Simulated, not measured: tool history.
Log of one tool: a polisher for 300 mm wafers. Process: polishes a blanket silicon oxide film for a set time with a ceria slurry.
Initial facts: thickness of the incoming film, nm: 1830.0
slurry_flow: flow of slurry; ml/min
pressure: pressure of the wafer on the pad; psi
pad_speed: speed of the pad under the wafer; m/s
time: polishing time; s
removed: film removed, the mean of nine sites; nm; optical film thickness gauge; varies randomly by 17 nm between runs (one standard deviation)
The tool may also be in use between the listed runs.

run  hour  slurry_flow  pressure  pad_speed  time  removed
  1     0          305         3       1.32   107   617.09
  2   3.6          305       3.6       1.32   107   725.42
  3  10.1          305       3.8       1.42   107   827.75
  4  18.9          305         4        1.5   107   920.04
  5    24          365         4        1.5   107   928.16
  6  24.7          365       4.1       1.56   107   982.95
  7  31.9          365       4.2        1.6   107   1028.6
  8    35          365       4.3       1.64   107   1044.6

Expected results for the next run?
  9  37.1          365       4.4        1.7   107        ?

{"run 9": {"removed": 1143}}

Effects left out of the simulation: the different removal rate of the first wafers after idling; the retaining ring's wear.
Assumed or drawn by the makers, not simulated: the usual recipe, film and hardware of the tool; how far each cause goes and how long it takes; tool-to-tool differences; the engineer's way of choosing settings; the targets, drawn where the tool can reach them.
